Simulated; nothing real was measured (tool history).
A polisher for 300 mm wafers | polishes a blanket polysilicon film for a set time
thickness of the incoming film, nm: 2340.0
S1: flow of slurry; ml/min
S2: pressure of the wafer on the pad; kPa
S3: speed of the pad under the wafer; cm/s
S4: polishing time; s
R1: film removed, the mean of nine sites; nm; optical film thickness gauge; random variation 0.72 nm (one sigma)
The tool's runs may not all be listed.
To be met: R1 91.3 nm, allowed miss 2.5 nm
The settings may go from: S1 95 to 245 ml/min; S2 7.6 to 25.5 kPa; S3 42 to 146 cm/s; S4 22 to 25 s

run    day   S1    S2   S3  S4      R1
  1      0  155  16.5   94  25  136.69
  2  0.138  155  13.1   94  25  109.01
  3  0.254  150  13.1   94  25  109.13
  4  0.588  150  13.1  114  25  128.35
  5  0.804  145  12.4  114  25  123.99
  6  0.983  145  11.7  114  25  116.64
  7  1.333  140    11  114  25  111.24
  8  1.521  120   7.6  114  25   78.42
  9  1.658  125   7.6  114  25  79.829
 10  1.862  130   7.6  114  25  80.644
 11  1.938  135   7.6  114  25  80.511
 12  2.279  140   7.6  114  25  81.655
 13  2.612  145   7.6  114  25  80.832
 14  2.875  150   8.3  114  25  87.687

4 next moves are on the table. One of them brings every result within its allowed miss. Which?
  A  3.138  155  8.3  134  22   ?
  B  3.138  135  8.3  114  25   ?
  C  3.138  125  8.3  116  25   ?
  D  3.138  130  7.6  146  24   ?

move      R1
   A  92.831
   B  88.067
   C  87.992
   D  98.833
A: meets every target
B: nearer than the last run, and not there yet
C: nearer than the last run, and not there yet
D: takes the result that was furthest off past its target
The right move is A.
